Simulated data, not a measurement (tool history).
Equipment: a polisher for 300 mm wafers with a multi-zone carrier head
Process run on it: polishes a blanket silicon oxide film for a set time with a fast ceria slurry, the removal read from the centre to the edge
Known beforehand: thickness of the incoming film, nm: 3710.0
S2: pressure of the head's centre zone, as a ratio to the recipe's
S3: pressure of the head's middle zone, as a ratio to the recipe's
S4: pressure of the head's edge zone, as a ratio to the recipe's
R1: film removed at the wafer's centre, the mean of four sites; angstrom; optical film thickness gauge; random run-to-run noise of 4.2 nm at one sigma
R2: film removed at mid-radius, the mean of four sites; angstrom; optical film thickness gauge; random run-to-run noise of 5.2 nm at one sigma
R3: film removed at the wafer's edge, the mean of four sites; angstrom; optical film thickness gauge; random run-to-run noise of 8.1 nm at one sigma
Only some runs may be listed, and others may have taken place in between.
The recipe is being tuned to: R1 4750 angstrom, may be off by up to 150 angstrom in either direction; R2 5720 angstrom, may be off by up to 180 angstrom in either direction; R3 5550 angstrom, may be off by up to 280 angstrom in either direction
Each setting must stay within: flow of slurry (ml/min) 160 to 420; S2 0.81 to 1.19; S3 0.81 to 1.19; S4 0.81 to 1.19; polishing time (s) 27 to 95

run 1 hour=0 | flow_of_slurry_(ml/min)=270 S2=1 S3=1 S4=1 polishing_time_(s)=61 | R1=8246.3 R2=8593.9 R3=8653.7
run 2 hour=3 | flow_of_slurry_(ml/min)=265 S2=0.97 S3=0.99 S4=0.98 polishing_time_(s)=57 | R1=7672.1 R2=7927.2 R3=8255.3
run 3 hour=4.1 | flow_of_slurry_(ml/min)=265 S2=0.96 S3=1.01 S4=0.98 polishing_time_(s)=52 | R1=6977.8 R2=7404.7 R3=7437
run 4 hour=13 | flow_of_slurry_(ml/min)=265 S2=0.96 S3=0.95 S4=0.98 polishing_time_(s)=52 | R1=6950.8 R2=6930 R3=7353.7
run 5 hour=15.1 | flow_of_slurry_(ml/min)=265 S2=0.96 S3=0.95 S4=1.03 polishing_time_(s)=52 | R1=6875.8 R2=7019 R3=7709.3
run 6 hour=16.6 | flow_of_slurry_(ml/min)=265 S2=0.94 S3=0.97 S4=1.01 polishing_time_(s)=49 | R1=6359.4 R2=6657.3 R3=7221.3
run 7 hour=23.9 | flow_of_slurry_(ml/min)=265 S2=0.92 S3=0.99 S4=0.99 polishing_time_(s)=47 | R1=6012.5 R2=6507 R3=6549.7
run 8 hour=32.5 | flow_of_slurry_(ml/min)=265 S2=0.9 S3=0.99 S4=0.99 polishing_time_(s)=46 | R1=5741.8 R2=6326.3 R3=6597.5
run 9 hour=40.4 | flow_of_slurry_(ml/min)=265 S2=0.89 S3=1 S4=0.98 polishing_time_(s)=45 | R1=5520.1 R2=6362.1 R3=6466.8
run 10 hour=47 | flow_of_slurry_(ml/min)=265 S2=0.88 S3=1 S4=0.96 polishing_time_(s)=44 | R1=5269.3 R2=6157.5 R3=6383.7
run 11 hour=50.7 | flow_of_slurry_(ml/min)=255 S2=0.91 S3=1.07 S4=0.86 polishing_time_(s)=36 | R1=4495.3 R2=5253.9 R3=4835.5
run 12 hour=58.6 | flow_of_slurry_(ml/min)=265 S2=0.91 S3=1.07 S4=0.88 polishing_time_(s)=36 | R1=4507.9 R2=5266 R3=4853.2
run 13 hour=59.5 | flow_of_slurry_(ml/min)=265 S2=0.91 S3=1.07 S4=0.9 polishing_time_(s)=36 | R1=4492.8 R2=5260.5 R3=4920.4
run 14 hour=67.7 | flow_of_slurry_(ml/min)=265 S2=0.91 S3=1.07 S4=0.92 polishing_time_(s)=37 | R1=4678.4 R2=5422 R3=5107
run 15 hour=71.8 | flow_of_slurry_(ml/min)=265 S2=0.9 S3=1.07 S4=0.93 polishing_time_(s)=37 | R1=4548 R2=5459.4 R3=5185.9

Which of these 5 next moves meets every target?
run A hour=75.9 | flow_of_slurry_(ml/min)=240 S2=0.87 S3=1.01 S4=0.95 polishing_time_(s)=37 | R1=? R2=? R3=?
run B hour=75.9 | flow_of_slurry_(ml/min)=270 S2=0.89 S3=0.88 S4=1.02 polishing_time_(s)=42 | R1=? R2=? R3=?
run C hour=75.9 | flow_of_slurry_(ml/min)=225 S2=0.86 S3=1.02 S4=0.89 polishing_time_(s)=41 | R1=? R2=? R3=?
run D hour=75.9 | flow_of_slurry_(ml/min)=230 S2=0.89 S3=0.83 S4=1.07 polishing_time_(s)=44 | R1=? R2=? R3=?
run E hour=75.9 | flow_of_slurry_(ml/min)=245 S2=0.81 S3=0.88 S4=1.09 polishing_time_(s)=43 | R1=? R2=? R3=?

move=A R1=4426.5 R2=5128.9 R3=5123.2
move=B R1=5222.8 R2=5328.3 R3=6094.6
move=C R1=4799.5 R2=5675.3 R3=5470.2
move=D R1=5344.4 R2=5237.9 R3=6439.7
move=E R1=4797.2 R2=5391.1 R3=6389.7
A: further off than the last run
B: further off than the last run
C: all results land within tolerance of their targets
D: further off than the last run
E: further off than the last run
C meets every target.

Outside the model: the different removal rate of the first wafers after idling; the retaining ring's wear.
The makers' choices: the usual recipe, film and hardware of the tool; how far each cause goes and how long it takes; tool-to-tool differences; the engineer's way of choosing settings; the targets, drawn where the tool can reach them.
